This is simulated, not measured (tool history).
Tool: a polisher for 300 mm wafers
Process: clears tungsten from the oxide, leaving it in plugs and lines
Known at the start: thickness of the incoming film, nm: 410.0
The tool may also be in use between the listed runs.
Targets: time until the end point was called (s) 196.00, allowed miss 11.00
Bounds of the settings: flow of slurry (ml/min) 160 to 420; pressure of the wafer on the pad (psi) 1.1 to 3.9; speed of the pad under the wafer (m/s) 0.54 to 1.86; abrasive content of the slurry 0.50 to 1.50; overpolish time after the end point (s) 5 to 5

| run | hour | flow of slurry (ml/min) | pressure of the wafer on the pad (psi) | speed of the pad under the wafer (m/s) | abrasive content of the slurry | overpolish time after the end point (s) | time until the end point was called (s) |
|---|---|---|---|---|---|---|---|
| 1 | 0.0 | 270 | 2.5 | 1.18 | 1.00 | 5 | 127.33 |
| 2 | 1.2 | 270 | 2.5 | 1.18 | 1.15 | 5 | 124.01 |
| 3 | 2.9 | 270 | 2.2 | 1.16 | 1.15 | 5 | 142.28 |
| 4 | 7.8 | 270 | 2.0 | 1.14 | 1.15 | 5 | 162.86 |
| 5 | 14.3 | 270 | 2.0 | 1.14 | 1.30 | 5 | 155.57 |
| 6 | 22.8 | 270 | 2.5 | 1.14 | 1.30 | 5 | 123.12 |
| 7 | 24.9 | 270 | 2.2 | 1.12 | 1.30 | 5 | 147.47 |
| 8 | 33.3 | 270 | 2.0 | 1.12 | 1.30 | 5 | 156.35 |
| 9 | 34.3 | 270 | 1.9 | 1.12 | 1.30 | 5 | 171.25 |
| 10 | 39.9 | 270 | 1.8 | 1.12 | 1.30 | 5 | 174.83 |

4 next moves are on the table. One of them brings every result within its allowed miss. Which?
| A | 45.5 | 330 | 2.2 | 1.20 | 1.15 | 5 | ? |
| B | 45.5 | 260 | 1.8 | 0.96 | 1.35 | 5 | ? |
| C | 45.5 | 285 | 1.4 | 1.72 | 1.25 | 5 | ? |
| D | 45.5 | 290 | 2.0 | 1.18 | 1.50 | 5 | ? |

| move | time until the end point was called (s) |
|---|---|
| A | 138.89 |
| B | 195.48 |
| C | 162.64 |
| D | 148.93 |
A: further off than the last run
B: meets every target
C: further off than the last run
D: further off than the last run
Move B is the one to make.
